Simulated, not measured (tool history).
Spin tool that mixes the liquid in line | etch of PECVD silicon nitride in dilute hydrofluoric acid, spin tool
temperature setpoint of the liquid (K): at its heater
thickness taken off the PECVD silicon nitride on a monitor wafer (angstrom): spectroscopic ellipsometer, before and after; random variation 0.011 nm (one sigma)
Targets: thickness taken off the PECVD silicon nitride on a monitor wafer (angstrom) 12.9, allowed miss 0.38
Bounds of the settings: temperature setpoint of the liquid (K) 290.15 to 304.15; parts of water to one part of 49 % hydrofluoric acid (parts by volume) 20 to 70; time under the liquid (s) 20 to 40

run,hour,temperature setpoint of the liquid (K),parts of water to one part of 49 % hydrofluoric acid (parts by volume),time under the liquid (s),thickness taken off the PECVD silicon nitride on a monitor wafer (angstrom)
1,0,296.15,40,40,19.026
2,7.6,294.65,40,40,17.381
3,15.2,294.65,40,20,8.6946
4,18,294.65,40,40,17.221
5,20.7,297.65,40,40,20.874
6,22.4,297.65,40,20,10.517
7,28.3,297.65,35,20,11.976
8,31,298.15,35,20,12.513

Which of these 4 next moves meets every target?
A,33.7,299.15,40,20,?
B,33.7,299.65,35,20,?
C,33.7,298.65,35,20,?
D,33.7,300.15,35,20,?

move,thickness taken off the PECVD silicon nitride on a monitor wafer (angstrom)
A,11.605
B,13.667
C,12.792
D,14.124
A: further off than the last run
B: takes the result that was furthest off past its target
C: meets every target
D: takes the result that was furthest off past its target
The right move is C.

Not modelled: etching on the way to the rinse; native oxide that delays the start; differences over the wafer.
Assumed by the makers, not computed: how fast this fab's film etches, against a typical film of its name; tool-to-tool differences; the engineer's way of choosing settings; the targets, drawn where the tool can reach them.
